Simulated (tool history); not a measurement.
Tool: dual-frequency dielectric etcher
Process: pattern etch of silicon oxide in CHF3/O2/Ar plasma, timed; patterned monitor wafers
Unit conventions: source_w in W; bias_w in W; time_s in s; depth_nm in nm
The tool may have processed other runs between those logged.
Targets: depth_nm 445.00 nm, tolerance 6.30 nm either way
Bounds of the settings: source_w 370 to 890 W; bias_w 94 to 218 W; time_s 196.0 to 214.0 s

| run | day | source_w | bias_w | time_s | depth_nm |
|---|---|---|---|---|---|
| 1 | 0.000 | 630 | 156 | 214.0 | 392.16 |
| 2 | 0.229 | 690 | 158 | 214.0 | 407.74 |
| 3 | 0.571 | 770 | 158 | 214.0 | 432.74 |
| 4 | 0.662 | 770 | 158 | 196.0 | 397.44 |
| 5 | 0.817 | 770 | 158 | 196.0 | 393.56 |
| 6 | 0.908 | 770 | 158 | 196.0 | 398.76 |
|  | 0.975 | bias power generator calibrated |
| 7 | 0.975 | 810 | 165 | 196.5 | 418.11 |
| 8 | 1.050 | 830 | 167 | 196.5 | 418.56 |
| 9 | 1.075 | 850 | 172 | 197.0 | 432.10 |
| 10 | 1.450 | 860 | 173 | 197.0 | 435.56 |
| 11 | 1.558 | 870 | 174 | 197.0 | 435.28 |

Below are 4 possible settings for the next run. Only one of them brings all results inside the allowed miss of their targets. Which is it?
| A | 1.667 | 890 | 150 | 200.5 | ? |
| B | 1.667 | 830 | 170 | 201.0 | ? |
| C | 1.667 | 890 | 153 | 200.5 | ? |
| D | 1.667 | 830 | 181 | 201.0 | ? |

| move | depth_nm |
|---|---|
| A | 422.56 |
| B | 429.39 |
| C | 425.45 |
| D | 439.03 |
A: its largest miss is bigger than the last run's
B: its largest miss is bigger than the last run's
C: its largest miss is bigger than the last run's
D: each result inside its tolerance
So the answer is move D, the one that meets all the targets.
